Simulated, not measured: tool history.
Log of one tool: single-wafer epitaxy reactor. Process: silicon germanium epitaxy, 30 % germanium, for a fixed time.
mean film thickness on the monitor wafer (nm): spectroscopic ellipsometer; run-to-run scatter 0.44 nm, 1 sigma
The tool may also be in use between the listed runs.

run  hour  wafer temperature setpoint (pyrometer-controlled) (°C)  chamber pressure (Torr)  mean film thickness on the monitor wafer (nm)
  1     0                                                     605                     18.6                                         59.968
  2   3.5                                                     609                     18.7                                          65.47
  3  10.7                                                     601                     18.7                                         55.388
  4  19.6                                                     605                     18.8                                         59.629
  5  22.8                                                     608                     18.9                                         63.911
  6  29.6                                                     608                     21.2                                         66.661
  7  33.6                                                     610                     21.2                                         68.968

Run 8 comes next. What will it give?
  8  37.4                                                     612                     21.2                                              ?

Run 8 measured mean film thickness on the monitor wafer (nm) 71.769.
